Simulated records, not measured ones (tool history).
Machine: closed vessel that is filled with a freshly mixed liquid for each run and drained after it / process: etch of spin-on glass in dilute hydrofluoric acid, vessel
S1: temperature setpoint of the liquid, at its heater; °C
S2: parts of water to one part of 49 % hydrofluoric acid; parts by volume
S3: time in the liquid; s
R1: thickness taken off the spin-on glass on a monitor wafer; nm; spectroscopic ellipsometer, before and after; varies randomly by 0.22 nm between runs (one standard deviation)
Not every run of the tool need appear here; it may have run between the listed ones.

run  hour    S1   S2  S3      R1
  1   0.0  26.0  125  30  10.613
  2   5.1  26.0  125  30  10.651
  3  10.5  27.0  120  30  11.503
  4  11.8  27.0  120  30  11.664
  5  15.8  27.0  120  30  11.590
  6  20.7  28.0  115  30  12.591
  7  24.6  28.5  110  30  13.475
  8  31.8  29.0  105  30  14.450
  9  37.1  33.0   70  30  26.774
 10  45.5  32.5   70  30  25.998

Predict the results of run 11:
 11  46.9  32.0  70  30   ?

For run 11 the tool returned R1 25.883 nm.
